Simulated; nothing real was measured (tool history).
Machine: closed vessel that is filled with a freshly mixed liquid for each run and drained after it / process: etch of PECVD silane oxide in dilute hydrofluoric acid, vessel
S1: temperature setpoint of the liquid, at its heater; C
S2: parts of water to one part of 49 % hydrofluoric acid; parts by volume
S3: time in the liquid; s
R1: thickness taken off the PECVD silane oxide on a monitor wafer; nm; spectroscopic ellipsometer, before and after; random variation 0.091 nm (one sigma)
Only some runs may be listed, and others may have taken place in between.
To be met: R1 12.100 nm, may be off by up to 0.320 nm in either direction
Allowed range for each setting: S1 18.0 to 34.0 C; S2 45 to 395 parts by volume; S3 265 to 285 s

{"run": 1, "hour": 0.0, "S1": 26.0, "S2": 220, "S3": 265, "R1": 18.342}
{"run": 2, "hour": 3.2, "S1": 25.0, "S2": 225, "S3": 265, "R1": 17.259}
{"run": 3, "hour": 5.3, "S1": 27.5, "S2": 225, "S3": 265, "R1": 18.951}
{"run": 4, "hour": 13.7, "S1": 26.0, "S2": 230, "S3": 265, "R1": 17.732}
{"run": 5, "hour": 20.8, "S1": 26.0, "S2": 230, "S3": 285, "R1": 18.659}
{"run": 6, "hour": 24.5, "S1": 25.0, "S2": 235, "S3": 285, "R1": 17.672}
{"run": 7, "hour": 28.1, "S1": 24.0, "S2": 240, "S3": 285, "R1": 16.555}
{"run": 8, "hour": 32.3, "S1": 23.0, "S2": 240, "S3": 285, "R1": 15.944}
{"run": 9, "hour": 35.3, "S1": 22.5, "S2": 240, "S3": 285, "R1": 15.818}
{"run": 10, "hour": 40.5, "S1": 22.0, "S2": 245, "S3": 285, "R1": 15.252}
{"run": 11, "hour": 44.0, "S1": 21.5, "S2": 250, "S3": 285, "R1": 14.434}
{"run": 12, "hour": 48.6, "S1": 21.0, "S2": 250, "S3": 285, "R1": 14.168}
{"run": 13, "hour": 54.6, "S1": 20.5, "S2": 250, "S3": 285, "R1": 14.034}

5 candidate next runs follow, results not yet known. Just one meets every target within its allowed miss. Identify it.
{"run": "A", "hour": 60.6, "S1": 21.0, "S2": 255, "S3": 265, "R1": "?"}
{"run": "B", "hour": 60.6, "S1": 22.0, "S2": 290, "S3": 285, "R1": "?"}
{"run": "C", "hour": 60.6, "S1": 22.5, "S2": 265, "S3": 265, "R1": "?"}
{"run": "D", "hour": 60.6, "S1": 20.5, "S2": 265, "S3": 285, "R1": "?"}
{"run": "E", "hour": 60.6, "S1": 23.0, "S2": 270, "S3": 265, "R1": "?"}

move=A R1=12.943
move=B R1=12.280
move=C R1=13.030
move=D R1=13.026
move=E R1=12.958
A: closer than the last run, but not yet in spec
B: each result inside its tolerance
C: closer than the last run, but not yet in spec
D: closer than the last run, but not yet in spec
E: closer than the last run, but not yet in spec
The move that meets every target is B.

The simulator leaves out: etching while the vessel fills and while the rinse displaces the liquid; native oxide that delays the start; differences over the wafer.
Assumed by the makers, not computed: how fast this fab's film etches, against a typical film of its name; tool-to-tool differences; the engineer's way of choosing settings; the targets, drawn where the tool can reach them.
